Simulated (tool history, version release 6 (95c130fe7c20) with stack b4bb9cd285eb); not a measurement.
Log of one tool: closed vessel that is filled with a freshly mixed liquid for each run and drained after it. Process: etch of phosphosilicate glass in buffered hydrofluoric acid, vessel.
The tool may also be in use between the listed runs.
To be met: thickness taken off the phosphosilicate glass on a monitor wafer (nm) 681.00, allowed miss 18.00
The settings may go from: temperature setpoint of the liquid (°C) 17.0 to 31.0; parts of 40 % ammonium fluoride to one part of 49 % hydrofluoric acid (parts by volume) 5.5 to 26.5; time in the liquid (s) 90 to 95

run    day  temperature setpoint of the liquid (°C)  parts of 40 % ammonium fluoride to one part of 49 % hydrofluoric acid (parts by volume)  time in the liquid (s)  thickness taken off the phosphosilicate glass on a monitor wafer (nm)
  1  0.000                                     23.0                                                                                     16.0                      90                                                                 505.56
  2  0.175                                     24.5                                                                                     16.0                      90                                                                 555.93
  3  0.521                                     21.0                                                                                     16.0                      90                                                                 455.09
  4  0.896                                     19.5                                                                                     16.0                      90                                                                 421.03
  5  1.246                                     21.5                                                                                     16.0                      90                                                                 468.48
  6  1.329                                     21.5                                                                                     18.0                      90                                                                 420.41
  7  1.575                                     23.5                                                                                     18.0                      90                                                                 469.14
  8  1.862                                     25.0                                                                                     18.0                      90                                                                 513.08
  9  1.908                                     26.0                                                                                     18.0                      90                                                                 539.11
 10  2.229                                     27.0                                                                                     18.0                      90                                                                 562.28
 11  2.329                                     28.0                                                                                     18.0                      90                                                                 597.29
 12  2.492                                     28.5                                                                                     18.0                      90                                                                 616.42
 13  2.583                                     29.0                                                                                     18.0                      90                                                                 637.42
 14  2.862                                     29.5                                                                                     18.0                      90                                                                 652.62
 15  3.229                                     29.5                                                                                     18.0                      90                                                                 652.28

4 next moves are on the table. One of them brings every result within its allowed miss. Which?
  A  3.596                                     30.5                                                                                     17.0                      90                                                                      ?
  B  3.596                                     29.5                                                                                     19.5                      95                                                                      ?
  C  3.596                                     26.5                                                                                     15.5                      95                                                                      ?
  D  3.596                                     30.5                                                                                     16.5                      90                                                                      ?

move  thickness taken off the phosphosilicate glass on a monitor wafer (nm)
   A                                                                 722.63
   B                                                                 632.37
   C                                                                 675.32
   D                                                                 744.11
A: takes the result that was furthest off past its target
B: further off than the last run
C: meets every target
D: takes the result that was furthest off past its target
Answer: C
